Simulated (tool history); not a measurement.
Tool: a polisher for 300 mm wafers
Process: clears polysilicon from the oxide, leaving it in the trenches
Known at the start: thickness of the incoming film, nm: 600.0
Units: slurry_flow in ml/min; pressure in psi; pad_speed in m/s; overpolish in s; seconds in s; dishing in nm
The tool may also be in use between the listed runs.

Run 1, hour 0.0: slurry_flow 200 ml/min, pressure 3.2 psi, pad_speed 1.00 m/s, overpolish 19 s. Result: seconds 35.108 s, dishing 64.578 nm.
Run 2, hour 8.7: slurry_flow 220 ml/min, pressure 3.2 psi, pad_speed 1.00 m/s, overpolish 19 s. Result: seconds 34.585 s, dishing 62.915 nm.
Run 3, hour 15.1: slurry_flow 180 ml/min, pressure 3.2 psi, pad_speed 1.00 m/s, overpolish 19 s. Result: seconds 36.137 s, dishing 62.142 nm.
Run 4, hour 23.6: slurry_flow 180 ml/min, pressure 3.2 psi, pad_speed 1.00 m/s, overpolish 12 s. Result: seconds 36.014 s, dishing 61.466 nm.
Run 5, hour 26.0: slurry_flow 175 ml/min, pressure 3.3 psi, pad_speed 1.00 m/s, overpolish 11 s. Result: seconds 35.608 s, dishing 61.194 nm.
Run 6, hour 28.5: slurry_flow 200 ml/min, pressure 3.3 psi, pad_speed 1.00 m/s, overpolish 11 s. Result: seconds 34.014 s, dishing 60.794 nm.
Run 7, hour 35.1: slurry_flow 255 ml/min, pressure 4.1 psi, pad_speed 1.02 m/s, overpolish 6 s. Result: seconds 25.715 s, dishing 54.986 nm.

The next listed run, before its measurement:
At hour 36.7: head pressure recalibrated.
Run 8, hour 36.7: slurry_flow 250 ml/min, pressure 4.1 psi, pad_speed 1.02 m/s, overpolish 7 s. Result: seconds ?, dishing ?.

{"run 8": {"seconds": 28.869, "dishing": 55.653}}

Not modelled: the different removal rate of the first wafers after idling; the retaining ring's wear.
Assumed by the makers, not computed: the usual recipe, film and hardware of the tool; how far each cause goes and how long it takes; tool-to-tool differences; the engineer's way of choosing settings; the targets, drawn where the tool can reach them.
